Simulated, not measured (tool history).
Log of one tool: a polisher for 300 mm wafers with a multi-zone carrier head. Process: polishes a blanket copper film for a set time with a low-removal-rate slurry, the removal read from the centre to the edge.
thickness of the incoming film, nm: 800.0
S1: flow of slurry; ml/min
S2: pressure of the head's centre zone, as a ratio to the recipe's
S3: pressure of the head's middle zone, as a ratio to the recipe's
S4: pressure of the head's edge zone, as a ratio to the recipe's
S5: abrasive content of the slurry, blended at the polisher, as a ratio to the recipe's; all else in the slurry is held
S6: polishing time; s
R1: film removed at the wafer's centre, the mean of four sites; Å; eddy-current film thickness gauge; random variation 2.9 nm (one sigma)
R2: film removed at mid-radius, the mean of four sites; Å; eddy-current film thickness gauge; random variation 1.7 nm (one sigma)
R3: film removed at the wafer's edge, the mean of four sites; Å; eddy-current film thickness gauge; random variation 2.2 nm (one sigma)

{"run": 1, "hour": 0.0, "S1": 290, "S2": 1, "S3": 1, "S4": 1, "S5": 1, "S6": 62, "R1": 1743.3, "R2": 1720.9, "R3": 1723.6}
{"run": 2, "hour": 4.6, "S1": 300, "S2": 1.04, "S3": 1.02, "S4": 1.04, "S5": 1.15, "S6": 64, "R1": 1928.7, "R2": 1910.8, "R3": 1851.8}
{"run": 3, "hour": 11.9, "S1": 300, "S2": 1.09, "S3": 1.02, "S4": 1.04, "S5": 1.15, "S6": 64, "R1": 2025, "R2": 1871.8, "R3": 1874.7}
{"run": 4, "hour": 20.3, "S1": 355, "S2": 1.09, "S3": 1.02, "S4": 1.04, "S5": 1.15, "S6": 64, "R1": 2054.5, "R2": 1909.8, "R3": 1899.6}
{"run": 5, "hour": 25.7, "S1": 355, "S2": 1.09, "S3": 1.02, "S4": 1.04, "S5": 1.15, "S6": 49, "R1": 1582.6, "R2": 1463.3, "R3": 1443.8}
{"run": 6, "hour": 30.1, "S1": 410, "S2": 1.09, "S3": 1.02, "S4": 1.04, "S5": 1.15, "S6": 49, "R1": 1585.3, "R2": 1472.2, "R3": 1452.6}
{"run": 7, "hour": 32.6, "S1": 410, "S2": 1.11, "S3": 1.03, "S4": 1.07, "S5": 1.25, "S6": 56, "R1": 1867.5, "R2": 1714.1, "R3": 1686.9}

The next listed run, before its measurement:
{"run": 8, "hour": 39.1, "S1": 410, "S2": 1.12, "S3": 1.03, "S4": 1.09, "S5": 1.3, "S6": 61, "R1": "?", "R2": "?", "R3": "?"}

Run 8 gave R1 2084.5 Å, R2 1899.6 Å, R3 1864 Å.
